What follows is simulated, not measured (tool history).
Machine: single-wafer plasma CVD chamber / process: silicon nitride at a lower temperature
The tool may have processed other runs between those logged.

run	day	heater temperature setpoint (°C)	chamber pressure (mTorr)	RF power (kW)	deposition time (s)	mean film thickness on the monitor wafer (angstrom)
1	0.000	355	1950	0.240	25.5	272.48
2	0.088	355	1870	0.230	25.4	260.09
3	0.171	355	2130	0.230	25.4	269.55
4	0.200	355	2130	0.230	24.4	257.00
5	0.367	355	2130	0.230	24.4	259.38
6	0.654	355	2130	0.205	24.4	236.55

Run 7 has not been measured yet. What should we expect?
7	0.967	355	2070	0.205	24.4	?

mean film thickness on the monitor wafer (angstrom): 234.90
